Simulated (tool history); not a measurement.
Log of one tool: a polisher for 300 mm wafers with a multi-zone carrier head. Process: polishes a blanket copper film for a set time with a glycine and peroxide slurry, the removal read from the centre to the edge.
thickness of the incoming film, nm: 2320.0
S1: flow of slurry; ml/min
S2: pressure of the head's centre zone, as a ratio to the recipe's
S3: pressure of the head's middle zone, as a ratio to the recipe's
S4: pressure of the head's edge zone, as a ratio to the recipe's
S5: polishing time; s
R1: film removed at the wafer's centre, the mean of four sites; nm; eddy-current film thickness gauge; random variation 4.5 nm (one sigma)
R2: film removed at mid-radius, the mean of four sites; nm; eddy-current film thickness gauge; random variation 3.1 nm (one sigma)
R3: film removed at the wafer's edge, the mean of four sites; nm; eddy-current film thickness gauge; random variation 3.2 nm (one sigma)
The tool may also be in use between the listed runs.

| run | hour | S1 | S2 | S3 | S4 | S5 | R1 | R2 | R3 |
|---|---|---|---|---|---|---|---|---|---|
| 1 | 0.0 | 230 | 1.00 | 1.00 | 1.00 | 85 | 460.68 | 457.42 | 446.14 |
| 2 | 5.6 | 225 | 0.99 | 0.97 | 0.99 | 80 | 414.11 | 422.10 | 413.55 |
| 3 | 7.0 | 220 | 1.00 | 0.94 | 1.00 | 76 | 407.63 | 395.25 | 395.94 |
| 4 | 15.9 | 215 | 0.99 | 0.91 | 1.01 | 73 | 379.15 | 367.53 | 381.40 |
| 5 | 20.4 | 215 | 1.03 | 0.91 | 1.01 | 73 | 389.26 | 363.68 | 381.02 |
| 6 | 26.4 | 210 | 1.02 | 0.89 | 1.01 | 71 | 383.30 | 351.63 | 374.16 |
| 7 | 32.9 | 205 | 1.01 | 0.88 | 1.01 | 69 | 360.84 | 334.23 | 359.69 |

Forecast run 8:
| 8 | 37.1 | 200 | 1.00 | 0.87 | 1.00 | 68 | ? | ? | ? |

R1: 351.73 nm
R2: 326.87 nm
R3: 352.15 nm
